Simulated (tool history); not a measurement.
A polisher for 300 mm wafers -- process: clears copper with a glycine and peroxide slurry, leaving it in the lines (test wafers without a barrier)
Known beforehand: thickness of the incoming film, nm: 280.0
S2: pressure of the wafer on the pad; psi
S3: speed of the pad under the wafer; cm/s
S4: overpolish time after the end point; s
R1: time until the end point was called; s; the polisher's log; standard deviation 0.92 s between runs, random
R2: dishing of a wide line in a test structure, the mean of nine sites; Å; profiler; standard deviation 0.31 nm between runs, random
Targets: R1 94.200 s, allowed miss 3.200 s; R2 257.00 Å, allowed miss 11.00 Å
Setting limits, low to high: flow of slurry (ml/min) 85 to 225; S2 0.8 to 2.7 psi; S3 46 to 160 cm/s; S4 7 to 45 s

run 1 hour=0.0 | flow_of_slurry_(ml/min)=145 S2=1.7 S3=102 S4=23 | R1=66.362 R2=541.90
run 2 hour=4.4 | flow_of_slurry_(ml/min)=145 S2=1.7 S3=90 S4=23 | R1=72.506 R2=503.53
run 3 hour=12.4 | flow_of_slurry_(ml/min)=130 S2=1.7 S3=90 S4=23 | R1=75.395 R2=502.50
run 4 hour=14.4 | flow_of_slurry_(ml/min)=155 S2=1.7 S3=90 S4=23 | R1=70.680 R2=515.68
run 5 hour=20.3 | flow_of_slurry_(ml/min)=155 S2=1.7 S3=108 S4=23 | R1=62.754 R2=556.42
run 6 hour=29.2 | flow_of_slurry_(ml/min)=185 S2=1.7 S3=108 S4=23 | R1=61.181 R2=577.30
run 7 hour=30.1 | flow_of_slurry_(ml/min)=185 S2=1.6 S3=106 S4=20 | R1=65.030 R2=503.85
run 8 hour=34.8 | flow_of_slurry_(ml/min)=180 S2=1.5 S3=106 S4=18 | R1=67.141 R2=439.57
run 9 hour=40.1 | flow_of_slurry_(ml/min)=175 S2=1.4 S3=106 S4=17 | R1=70.323 R2=404.51
run 10 hour=45.4 | flow_of_slurry_(ml/min)=170 S2=1.3 S3=106 S4=16 | R1=74.265 R2=370.61
run 11 hour=53.9 | flow_of_slurry_(ml/min)=165 S2=1.2 S3=106 S4=15 | R1=79.705 R2=332.72
run 12 hour=56.6 | flow_of_slurry_(ml/min)=160 S2=1.2 S3=106 S4=15 | R1=80.257 R2=330.00
run 13 hour=61.6 | flow_of_slurry_(ml/min)=155 S2=1.2 S3=106 S4=15 | R1=81.000 R2=323.06
run 14 hour=65.1 | flow_of_slurry_(ml/min)=125 S2=0.9 S3=106 S4=11 | R1=100.260 R2=209.82
run 15 hour=71.3 | flow_of_slurry_(ml/min)=130 S2=0.9 S3=106 S4=11 | R1=98.724 R2=210.84
run 16 hour=76.3 | flow_of_slurry_(ml/min)=135 S2=0.9 S3=106 S4=11 | R1=98.482 R2=211.87
run 17 hour=78.2 | flow_of_slurry_(ml/min)=155 S2=1.0 S3=104 S4=17 | R1=91.155 R2=325.27
-- hour=83.4 slurry nozzle cleaned
run 18 hour=83.4 | flow_of_slurry_(ml/min)=155 S2=1.0 S3=104 S4=17 | R1=84.975 R2=353.78

Exactly one of the 5 candidate moves below puts every result within its allowed miss. Which one?
run A hour=88.6 | flow_of_slurry_(ml/min)=165 S2=1.2 S3=102 S4=24 | R1=? R2=?
run B hour=88.6 | flow_of_slurry_(ml/min)=125 S2=0.8 S3=94 S4=15 | R1=? R2=?
run C hour=88.6 | flow_of_slurry_(ml/min)=165 S2=1.0 S3=86 S4=13 | R1=? R2=?
run D hour=88.6 | flow_of_slurry_(ml/min)=145 S2=0.8 S3=96 S4=13 | R1=? R2=?
run E hour=88.6 | flow_of_slurry_(ml/min)=165 S2=1.0 S3=136 S4=13 | R1=? R2=?

move=A R1=76.237 R2=497.05
move=B R1=105.060 R2=261.21
move=C R1=94.462 R2=254.01
move=D R1=101.280 R2=237.60
move=E R1=69.920 R2=322.38
A: its largest miss is bigger than the last run's
B: puts the biggest miss on target and leaves a different result outside tolerance
C: all results in spec
D: carries the result that was furthest off beyond its target, to the other side
E: closer than the last run, but not yet in spec
Move C is the one to make.
